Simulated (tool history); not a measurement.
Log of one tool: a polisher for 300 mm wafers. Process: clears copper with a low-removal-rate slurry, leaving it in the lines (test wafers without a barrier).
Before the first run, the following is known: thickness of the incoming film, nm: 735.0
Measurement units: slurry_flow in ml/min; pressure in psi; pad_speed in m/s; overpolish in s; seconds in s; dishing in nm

run,day,slurry_flow,pressure,pad_speed,slurry_solids,overpolish,seconds,dishing
1,0.000,190,4.0,1.38,1.0,22,132.45,59.639
2,0.129,190,4.0,1.70,1.0,22,108.40,68.896
3,0.450,190,3.8,1.56,1.0,20,121.65,58.788
4,0.575,190,3.5,1.44,1.0,18,146.32,49.184
# day 0.729: head pressure recalibrated
5,0.729,165,3.5,1.44,1.0,18,134.51,51.437
6,1.038,170,3.2,1.38,1.0,16,149.25,42.972

The next listed run, before its measurement:
7,1.088,175,3.0,1.30,1.0,15,?,?

Run 7 came out at seconds 175.81 s, dishing 36.460 nm.
